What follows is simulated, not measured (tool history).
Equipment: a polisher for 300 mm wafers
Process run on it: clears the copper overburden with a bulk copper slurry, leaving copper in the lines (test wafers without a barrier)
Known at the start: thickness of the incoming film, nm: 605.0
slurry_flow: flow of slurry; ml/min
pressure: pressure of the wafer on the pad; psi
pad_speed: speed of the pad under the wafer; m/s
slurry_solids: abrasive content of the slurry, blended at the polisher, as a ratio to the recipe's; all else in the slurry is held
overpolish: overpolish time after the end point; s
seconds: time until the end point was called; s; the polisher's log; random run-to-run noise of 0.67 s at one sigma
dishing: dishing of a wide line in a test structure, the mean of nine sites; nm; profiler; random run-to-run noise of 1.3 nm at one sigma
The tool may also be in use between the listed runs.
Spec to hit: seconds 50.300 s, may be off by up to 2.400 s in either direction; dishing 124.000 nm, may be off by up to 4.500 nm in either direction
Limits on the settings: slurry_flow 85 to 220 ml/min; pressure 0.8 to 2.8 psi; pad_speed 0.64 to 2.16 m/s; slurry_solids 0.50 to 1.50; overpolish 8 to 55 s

run	hour	slurry_flow	pressure	pad_speed	slurry_solids	overpolish	seconds	dishing
1	0.0	140	1.8	1.40	1.00	28	84.120	85.886
2	0.9	145	2.0	1.40	1.00	28	75.373	93.131
3	5.3	165	2.0	1.40	1.00	28	73.831	93.273
4	14.1	165	2.2	1.40	1.00	28	68.121	100.630
5	15.2	165	1.9	1.40	1.00	28	78.093	90.634
6	19.3	165	2.1	1.40	1.00	28	70.385	97.533
7	26.5	165	2.2	1.40	1.00	28	68.876	100.710
8	29.2	165	2.3	1.42	1.00	27	63.492	103.260
9	36.2	165	2.4	1.42	1.00	27	62.134	106.540

Which one of the following 4 next-run settings gets every result inside its allowed miss? There is exactly one.
A	43.2	180	2.2	1.62	0.95	31	?	?
B	43.2	150	2.5	1.48	1.05	29	?	?
C	43.2	210	2.3	1.88	0.65	39	?	?
D	43.2	145	2.4	1.26	0.70	21	?	?

move	seconds	dishing
A	59.053	109.460
B	57.172	112.590
C	51.054	121.470
D	74.610	85.105
A: closer than the last run, but not yet in spec
B: closer than the last run, but not yet in spec
C: in spec on every target
D: lands further from the targets than the last run did
Move C is the one to make.

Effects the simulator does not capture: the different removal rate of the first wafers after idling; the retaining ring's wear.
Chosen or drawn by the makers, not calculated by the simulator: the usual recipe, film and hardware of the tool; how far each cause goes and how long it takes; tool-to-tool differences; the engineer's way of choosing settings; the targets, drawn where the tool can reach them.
